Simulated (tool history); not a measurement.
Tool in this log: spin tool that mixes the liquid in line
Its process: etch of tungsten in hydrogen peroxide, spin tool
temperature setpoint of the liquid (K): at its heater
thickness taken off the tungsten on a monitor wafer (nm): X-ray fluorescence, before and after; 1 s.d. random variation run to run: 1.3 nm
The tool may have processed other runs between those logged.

run  hour  temperature setpoint of the liquid (K)  concentration of hydrogen peroxide in the mixed liquid (% by weight)  time under the liquid (s)  thickness taken off the tungsten on a monitor wafer (nm)
  1   0.0                                  329.15                                                                  15.0                         55                                                    127.30
  2   6.1                                  332.15                                                                  16.0                         55                                                    156.68
  3  10.9                                  332.15                                                                  16.0                         55                                                    156.30
  4  18.6                                  332.15                                                                  17.0                         55                                                    160.70
  5  19.8                                  334.15                                                                  17.5                         55                                                    184.69
  6  22.1                                  334.15                                                                  17.5                         60                                                    198.13
  7  26.5                                  335.65                                                                  17.5                         60                                                    217.09
  8  32.5                                  336.65                                                                  17.5                         60                                                    231.25
  9  40.1                                  337.15                                                                  17.5                         60                                                    233.89

Predict the results of run 10:
 10  46.0                                  337.65                                                                  17.5                         60                                                         ?

{"run 10": {"thickness taken off the tungsten on a monitor wafer (nm)": 243.89}}
